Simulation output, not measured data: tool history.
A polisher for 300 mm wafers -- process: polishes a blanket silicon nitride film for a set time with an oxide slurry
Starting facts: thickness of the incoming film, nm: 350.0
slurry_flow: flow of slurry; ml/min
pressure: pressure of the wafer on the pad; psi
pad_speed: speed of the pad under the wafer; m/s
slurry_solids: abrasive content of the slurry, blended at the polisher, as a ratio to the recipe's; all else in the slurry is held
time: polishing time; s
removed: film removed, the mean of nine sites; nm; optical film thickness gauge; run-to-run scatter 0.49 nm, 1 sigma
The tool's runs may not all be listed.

Run 1, hour 0: slurry_flow 315 ml/min, pressure 3 psi, pad_speed 1.24 m/s, slurry_solids 1, time 47 s. Result: removed 24.461 nm.
Run 2, hour 2.6: slurry_flow 315 ml/min, pressure 3.3 psi, pad_speed 1.24 m/s, slurry_solids 1, time 47 s. Result: removed 26.964 nm.
Run 3, hour 5.2: slurry_flow 315 ml/min, pressure 3.8 psi, pad_speed 1.24 m/s, slurry_solids 1, time 47 s. Result: removed 30.058 nm.
Run 4, hour 8.9: slurry_flow 315 ml/min, pressure 3.8 psi, pad_speed 1.24 m/s, slurry_solids 1, time 47 s. Result: removed 29.735 nm.
Run 5, hour 14.7: slurry_flow 315 ml/min, pressure 4 psi, pad_speed 1.28 m/s, slurry_solids 1, time 47 s. Result: removed 32.226 nm.
Run 6, hour 19.1: slurry_flow 315 ml/min, pressure 4.4 psi, pad_speed 1.28 m/s, slurry_solids 1, time 47 s. Result: removed 35.03 nm.
Run 7, hour 22.4: slurry_flow 315 ml/min, pressure 4.4 psi, pad_speed 1.3 m/s, slurry_solids 1, time 47 s. Result: removed 36.108 nm.
Run 8, hour 24.5: slurry_flow 315 ml/min, pressure 4.4 psi, pad_speed 1.32 m/s, slurry_solids 1, time 47 s. Result: removed 36.383 nm.

Run 9, settings as shown, results not yet in. Your forecast:
Run 9, hour 30.6: slurry_flow 315 ml/min, pressure 4.4 psi, pad_speed 1.34 m/s, slurry_solids 1, time 47 s. Result: removed ?.

{"run 9": {"removed": 36.215}}

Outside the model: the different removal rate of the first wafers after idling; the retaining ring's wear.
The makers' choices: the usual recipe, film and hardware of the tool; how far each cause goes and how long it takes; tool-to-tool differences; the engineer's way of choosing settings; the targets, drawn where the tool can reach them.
